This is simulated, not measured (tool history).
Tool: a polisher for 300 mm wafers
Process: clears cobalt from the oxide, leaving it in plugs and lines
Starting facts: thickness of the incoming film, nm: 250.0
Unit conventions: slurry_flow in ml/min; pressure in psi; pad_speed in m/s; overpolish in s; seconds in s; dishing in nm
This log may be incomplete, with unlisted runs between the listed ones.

{"run": 1, "day": 0.0, "slurry_flow": 295, "pressure": 1.2, "pad_speed": 0.8, "overpolish": 18, "seconds": 109.89, "dishing": 28.956}
{"run": 2, "day": 0.25, "slurry_flow": 295, "pressure": 1.3, "pad_speed": 0.8, "overpolish": 20, "seconds": 102.44, "dishing": 33.121}
{"run": 3, "day": 0.496, "slurry_flow": 295, "pressure": 1.3, "pad_speed": 0.6, "overpolish": 20, "seconds": 135.14, "dishing": 26.897}
{"run": 4, "day": 0.529, "slurry_flow": 295, "pressure": 1.3, "pad_speed": 0.68, "overpolish": 20, "seconds": 117.28, "dishing": 29.064}
{"run": 5, "day": 0.829, "slurry_flow": 295, "pressure": 1.3, "pad_speed": 0.76, "overpolish": 20, "seconds": 106.3, "dishing": 31.509}
{"run": 6, "day": 1.054, "slurry_flow": 295, "pressure": 1.3, "pad_speed": 0.76, "overpolish": 27, "seconds": 107.92, "dishing": 37.852}
{"run": 7, "day": 1.129, "slurry_flow": 295, "pressure": 1.3, "pad_speed": 0.76, "overpolish": 26, "seconds": 107.54, "dishing": 37.071}

Run 8, settings as shown, results not yet in. Your forecast:
{"run": 8, "day": 1.421, "slurry_flow": 295, "pressure": 1.3, "pad_speed": 0.76, "overpolish": 25, "seconds": "?", "dishing": "?"}

{"run 8": {"seconds": 107.54, "dishing": 36.673}}
